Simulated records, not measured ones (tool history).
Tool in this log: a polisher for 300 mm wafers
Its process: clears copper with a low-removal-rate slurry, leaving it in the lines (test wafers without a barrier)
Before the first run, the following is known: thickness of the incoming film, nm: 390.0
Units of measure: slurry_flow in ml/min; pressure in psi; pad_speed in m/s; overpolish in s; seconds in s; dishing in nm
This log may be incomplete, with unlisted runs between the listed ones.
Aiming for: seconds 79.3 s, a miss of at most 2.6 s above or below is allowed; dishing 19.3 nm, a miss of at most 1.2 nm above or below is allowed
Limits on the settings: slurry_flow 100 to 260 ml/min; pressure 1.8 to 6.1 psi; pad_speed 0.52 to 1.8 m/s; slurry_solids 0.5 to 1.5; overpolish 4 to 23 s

run,hour,slurry_flow,pressure,pad_speed,slurry_solids,overpolish,seconds,dishing
1,0,165,3.9,1.16,1,12,96.72,35.181
2,6.4,170,3.9,1.16,1,11,96.13,33.564
3,8.8,165,3.9,1.18,1,10,94.152,30.611
4,15.5,165,3.9,1.18,0.85,10,100.05,29.429
5,22.8,160,4,1.2,0.85,9,97.051,26.994
6,24.6,155,4.1,1.2,0.8,8,95.252,25.3
7,32.9,150,4.2,1.2,0.75,8,95.56,25.406
8,36.2,145,4.3,1.2,0.7,8,95.996,25.018
# hour 39.2: head pressure recalibrated
9,39.2,140,4.4,1.2,0.7,8,83.292,28.615
10,43.3,190,4.6,1.28,0.7,4,72.472,17.205
11,45.6,185,4.6,1.28,0.7,4,70.96,17.391

Which one of the following 4 next-run settings gets every result inside its allowed miss? There is exactly one.
A,47.9,160,4.9,1.26,0.5,5,?,?
B,47.9,185,5.1,1.2,0.5,4,?,?
C,47.9,205,4.3,1.2,0.8,4,?,?
D,47.9,235,4.3,1.26,0.65,4,?,?

move,seconds,dishing
A,78.656,19.507
B,77.845,15.961
C,78.164,15.86
D,78.136,15.865
A: every result within its allowed miss
B: brings the last run's worst result on target, with another outside its allowed miss
C: brings the last run's worst result on target, with another outside its allowed miss
D: brings the last run's worst result on target, with another outside its allowed miss
The move that meets every target is A.
